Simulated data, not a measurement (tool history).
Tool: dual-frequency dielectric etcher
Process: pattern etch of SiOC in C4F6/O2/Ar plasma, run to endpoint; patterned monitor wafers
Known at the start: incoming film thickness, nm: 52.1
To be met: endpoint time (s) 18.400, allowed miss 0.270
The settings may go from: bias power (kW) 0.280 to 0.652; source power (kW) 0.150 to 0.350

run  hour  bias power (kW)  source power (kW)  endpoint time (s)
  1   0.0            0.466              0.250             21.014
  2   3.9            0.433              0.250             21.528
  3   8.6            0.355              0.250             22.892
  4  13.0            0.355              0.290             21.353
  5  20.0            0.380              0.290             20.831
  6  28.2            0.326              0.290             21.943
  7  28.8            0.353              0.290             21.341
  8  34.2            0.377              0.290             20.907
  9  43.0            0.470              0.300             19.066
 10  44.4            0.476              0.300             19.147
 11  50.2            0.483              0.300             18.823
 12  54.6            0.487              0.300             18.955
 13  59.8            0.492              0.300             19.005
 14  67.3            0.498              0.300             18.774

Which of these 5 next moves meets every target?
  A  74.8            0.538              0.280                  ?
  B  74.8            0.502              0.310                  ?
  C  74.8            0.487              0.300                  ?
  D  74.8            0.500              0.290                  ?
  E  74.8            0.494              0.290                  ?

move  endpoint time (s)
   A             18.925
   B             18.434
   C             18.919
   D             19.066
   E             19.143
A: further off than the last run
B: meets every target
C: further off than the last run
D: further off than the last run
E: further off than the last run
Answer: B
